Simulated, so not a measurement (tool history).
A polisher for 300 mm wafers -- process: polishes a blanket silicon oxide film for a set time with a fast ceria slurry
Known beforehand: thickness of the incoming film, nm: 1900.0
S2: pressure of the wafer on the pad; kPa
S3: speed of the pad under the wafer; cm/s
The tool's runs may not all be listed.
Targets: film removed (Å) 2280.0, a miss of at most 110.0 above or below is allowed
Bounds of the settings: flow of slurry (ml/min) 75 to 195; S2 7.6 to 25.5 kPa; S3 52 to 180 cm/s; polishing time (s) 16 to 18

{"run": 1, "hour": 0.0, "flow of slurry (ml/min)": 125, "S2": 16.5, "S3": 116, "polishing time (s)": 18, "film removed (Å)": 3378.8}
{"run": 2, "hour": 2.7, "flow of slurry (ml/min)": 125, "S2": 15.2, "S3": 116, "polishing time (s)": 18, "film removed (Å)": 3072.2}
{"run": 3, "hour": 8.8, "flow of slurry (ml/min)": 125, "S2": 14.5, "S3": 116, "polishing time (s)": 18, "film removed (Å)": 2926.3}
{"run": 4, "hour": 15.1, "flow of slurry (ml/min)": 125, "S2": 14.5, "S3": 116, "polishing time (s)": 18, "film removed (Å)": 3027.6}
{"run": 5, "hour": 16.4, "flow of slurry (ml/min)": 125, "S2": 14.5, "S3": 116, "polishing time (s)": 16, "film removed (Å)": 2631.5}
{"run": 6, "hour": 17.3, "flow of slurry (ml/min)": 125, "S2": 14.5, "S3": 132, "polishing time (s)": 16, "film removed (Å)": 2954.8}
{"run": 7, "hour": 19.9, "flow of slurry (ml/min)": 125, "S2": 13.8, "S3": 132, "polishing time (s)": 16, "film removed (Å)": 2871.9}
{"run": 8, "hour": 24.5, "flow of slurry (ml/min)": 125, "S2": 13.8, "S3": 132, "polishing time (s)": 16, "film removed (Å)": 2873.5}
{"run": 9, "hour": 28.5, "flow of slurry (ml/min)": 125, "S2": 13.1, "S3": 132, "polishing time (s)": 16, "film removed (Å)": 2770.7}
{"run": 10, "hour": 32.9, "flow of slurry (ml/min)": 115, "S2": 9.7, "S3": 130, "polishing time (s)": 16, "film removed (Å)": 2068.6}
{"run": 11, "hour": 36.2, "flow of slurry (ml/min)": 120, "S2": 9.7, "S3": 130, "polishing time (s)": 16, "film removed (Å)": 2040.5}

Below are 4 possible settings for the next run. Only one of them brings all results inside the allowed miss of their targets. Which is it?
{"run": "A", "hour": 39.5, "flow of slurry (ml/min)": 160, "S2": 11.7, "S3": 106, "polishing time (s)": 16, "film removed (Å)": "?"}
{"run": "B", "hour": 39.5, "flow of slurry (ml/min)": 120, "S2": 10.3, "S3": 120, "polishing time (s)": 18, "film removed (Å)": "?"}
{"run": "C", "hour": 39.5, "flow of slurry (ml/min)": 140, "S2": 11.0, "S3": 138, "polishing time (s)": 16, "film removed (Å)": "?"}
{"run": "D", "hour": 39.5, "flow of slurry (ml/min)": 85, "S2": 9.7, "S3": 156, "polishing time (s)": 18, "film removed (Å)": "?"}

move=A film_removed_(Å)=2142.1
move=B film_removed_(Å)=2312.8
move=C film_removed_(Å)=2567.3
move=D film_removed_(Å)=2564.6
A: an improvement on the last run, though not all results are within tolerance
B: hits every target within its allowed miss
C: moves the result that the last run missed by most past its target, out the other side
D: moves the result that the last run missed by most past its target, out the other side
The move that meets every target is B.
